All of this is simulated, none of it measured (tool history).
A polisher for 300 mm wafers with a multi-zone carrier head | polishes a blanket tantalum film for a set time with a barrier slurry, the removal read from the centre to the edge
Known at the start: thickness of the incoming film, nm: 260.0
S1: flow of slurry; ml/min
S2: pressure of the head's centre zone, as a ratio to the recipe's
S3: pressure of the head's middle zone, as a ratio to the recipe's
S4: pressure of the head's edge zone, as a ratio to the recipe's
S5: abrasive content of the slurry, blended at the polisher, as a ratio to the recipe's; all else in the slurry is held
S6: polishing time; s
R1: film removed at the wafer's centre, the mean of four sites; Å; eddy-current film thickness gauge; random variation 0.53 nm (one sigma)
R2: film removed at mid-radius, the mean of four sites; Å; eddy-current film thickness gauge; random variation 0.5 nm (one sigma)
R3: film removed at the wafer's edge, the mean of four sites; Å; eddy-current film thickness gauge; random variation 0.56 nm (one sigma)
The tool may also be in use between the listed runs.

run,day,S1,S2,S3,S4,S5,S6,R1,R2,R3
1,0,130,1,1,1,1,82,738.37,774.39,723.12
2,0.088,130,1,1.08,1,1,82,722.69,822.29,721.76
3,0.425,110,1,1.08,1,1,82,719.51,779.19,704.59
4,0.708,100,0.99,1.05,0.99,0.85,73,596.5,625.8,603.9
5,0.738,100,1,1.04,0.97,0.75,66,516.78,545.46,513.87
6,1.042,100,1,1.04,0.89,0.75,66,500.7,545.48,495.44
7,1.412,100,1.01,1.01,0.89,0.7,63,480.16,498.31,458.73
8,1.633,90,0.94,0.91,0.88,0.5,62,383.66,391.71,397.03
9,1.75,90,0.94,0.91,0.88,0.5,62,381.77,389.07,391.22
10,1.833,95,0.95,0.91,0.88,0.5,62,390.63,384.6,383.11

The next listed run, before its measurement:
11,2.075,105,0.96,0.92,0.92,0.6,63,?,?,?

R1: 428.62 Å
R2: 441.08 Å
R3: 438.32 Å

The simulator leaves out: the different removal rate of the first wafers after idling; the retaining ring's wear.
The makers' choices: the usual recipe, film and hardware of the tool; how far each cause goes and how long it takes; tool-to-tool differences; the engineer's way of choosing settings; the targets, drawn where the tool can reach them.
